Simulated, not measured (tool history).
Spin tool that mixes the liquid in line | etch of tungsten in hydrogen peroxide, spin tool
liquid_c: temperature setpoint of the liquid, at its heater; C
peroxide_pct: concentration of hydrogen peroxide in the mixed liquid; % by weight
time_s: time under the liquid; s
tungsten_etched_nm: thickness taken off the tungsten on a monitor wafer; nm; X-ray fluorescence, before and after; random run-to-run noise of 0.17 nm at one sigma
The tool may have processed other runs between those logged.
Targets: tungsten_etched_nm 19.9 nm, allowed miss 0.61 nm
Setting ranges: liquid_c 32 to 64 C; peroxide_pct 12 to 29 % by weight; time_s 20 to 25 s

run,hour,liquid_c,peroxide_pct,time_s,tungsten_etched_nm
1,0,48,19.5,25,22.218
2,5,47.5,19.5,25,21.783
3,7,43.5,19.5,25,17.027
4,11.7,43.5,19.5,20,13.466
5,18.7,43.5,22,20,14.218
6,26.9,43.5,22,20,14.541
7,33.3,44.5,22,20,15.257
8,34.4,45,22,20,15.842
9,37.7,49.5,22,20,20.915

Which single option among these 4 for the next run brings every result within its allowed miss of target? Just one does.
A,41,46.5,21.5,25,?
B,41,45.5,21,25,?
C,41,46.5,24.5,20,?
D,41,46.5,16.5,25,?

move,tungsten_etched_nm
A,21.547
B,20.002
C,18.401
D,18.876
A: lands further from the targets than the last run did
B: all results in spec
C: pushes the last run's worst result past its target
D: pushes the last run's worst result past its target
Answer: B
